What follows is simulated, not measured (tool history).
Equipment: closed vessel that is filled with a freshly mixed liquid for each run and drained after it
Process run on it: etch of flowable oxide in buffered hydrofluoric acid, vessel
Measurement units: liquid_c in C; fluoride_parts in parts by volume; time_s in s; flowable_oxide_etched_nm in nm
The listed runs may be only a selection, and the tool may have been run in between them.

Run 1, hour 0: liquid_c 20 C, fluoride_parts 16.5 parts by volume, time_s 100 s. Result: flowable_oxide_etched_nm 144.89 nm.
Run 2, hour 2: liquid_c 17.5 C, fluoride_parts 16.5 parts by volume, time_s 100 s. Result: flowable_oxide_etched_nm 126.95 nm.
Run 3, hour 9.9: liquid_c 17.5 C, fluoride_parts 16.5 parts by volume, time_s 105 s. Result: flowable_oxide_etched_nm 131.52 nm.
Run 4, hour 12.3: liquid_c 19.5 C, fluoride_parts 16.5 parts by volume, time_s 105 s. Result: flowable_oxide_etched_nm 148.58 nm.
Run 5, hour 18.4: liquid_c 17.5 C, fluoride_parts 16.5 parts by volume, time_s 105 s. Result: flowable_oxide_etched_nm 133.81 nm.
Run 6, hour 25.5: liquid_c 17.5 C, fluoride_parts 15 parts by volume, time_s 105 s. Result: flowable_oxide_etched_nm 146.45 nm.
Run 7, hour 29: liquid_c 19.5 C, fluoride_parts 15 parts by volume, time_s 105 s. Result: flowable_oxide_etched_nm 162.33 nm.
Run 8, hour 36.4: liquid_c 21 C, fluoride_parts 15 parts by volume, time_s 105 s. Result: flowable_oxide_etched_nm 178.74 nm.

Estimate the outcome of run 9 from the log above:
Run 9, hour 43.4: liquid_c 22 C, fluoride_parts 15 parts by volume, time_s 105 s. Result: flowable_oxide_etched_nm ?.

{"run 9": {"flowable_oxide_etched_nm": 185.44}}
